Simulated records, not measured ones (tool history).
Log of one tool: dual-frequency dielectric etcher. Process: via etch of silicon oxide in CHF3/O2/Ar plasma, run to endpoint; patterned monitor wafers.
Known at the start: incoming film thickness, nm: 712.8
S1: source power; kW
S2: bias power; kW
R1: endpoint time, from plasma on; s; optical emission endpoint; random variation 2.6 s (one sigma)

| run | day | S1 | S2 | R1 |
|---|---|---|---|---|
| 1 | 0 | 0.89 | 0.175 | 305.39 |
| 2 | 0.175 | 0.84 | 0.169 | 318.84 |
| 3 | 0.462 | 0.96 | 0.169 | 310.78 |
| 4 | 0.558 | 0.94 | 0.16 | 318.79 |
| 5 | 0.592 | 0.91 | 0.154 | 326.5 |
| 6 | 0.696 | 0.91 | 0.175 | 309.17 |
| 7 | 0.721 | 0.88 | 0.166 | 320.92 |
| 8 | 1 | 0.84 | 0.162 | 323.72 |

The next listed run, before its measurement:
| 9 | 1.046 | 0.82 | 0.155 | ? |

R1: 333.25 s

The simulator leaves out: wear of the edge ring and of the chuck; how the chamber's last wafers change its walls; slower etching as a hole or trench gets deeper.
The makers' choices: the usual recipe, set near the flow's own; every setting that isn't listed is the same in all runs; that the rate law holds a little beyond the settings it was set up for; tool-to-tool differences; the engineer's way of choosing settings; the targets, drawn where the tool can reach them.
